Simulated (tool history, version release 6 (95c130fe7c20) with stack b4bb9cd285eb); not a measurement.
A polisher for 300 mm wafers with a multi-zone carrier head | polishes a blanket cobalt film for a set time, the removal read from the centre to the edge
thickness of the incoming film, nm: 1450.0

run	hour	flow of slurry (ml/min)	pressure of the head's centre zone	pressure of the head's middle zone	pressure of the head's edge zone	polishing time (s)	film removed at the wafer's centre (angstrom)	film removed at mid-radius (angstrom)	film removed at the wafer's edge (angstrom)
1	0.0	310	1.00	1.00	1.00	76	6029.3	6088.5	5778.3
2	4.5	310	0.98	1.00	1.03	79	6070.0	6248.7	6145.5
3	7.2	315	0.97	1.01	1.05	81	6167.7	6483.3	6320.5
4	8.3	315	1.03	1.01	1.05	81	6433.6	6377.1	6370.2
5	15.5	315	1.03	1.01	1.05	66	5370.9	5395.8	5150.7
6	19.0	310	1.01	1.02	1.07	70	5509.0	5684.4	5489.1
7	19.8	305	1.00	1.02	1.09	74	5818.7	5957.2	5905.8
8	27.0	305	0.98	1.02	1.10	77	5941.0	6137.4	6118.6

Run 9 comes next. What will it give?
9	34.2	310	0.96	1.02	1.11	80	?	?	?

Run 9 gave film removed at the wafer's centre (angstrom) 6050.7, film removed at mid-radius (angstrom) 6486.5, film removed at the wafer's edge (angstrom) 6440.6.
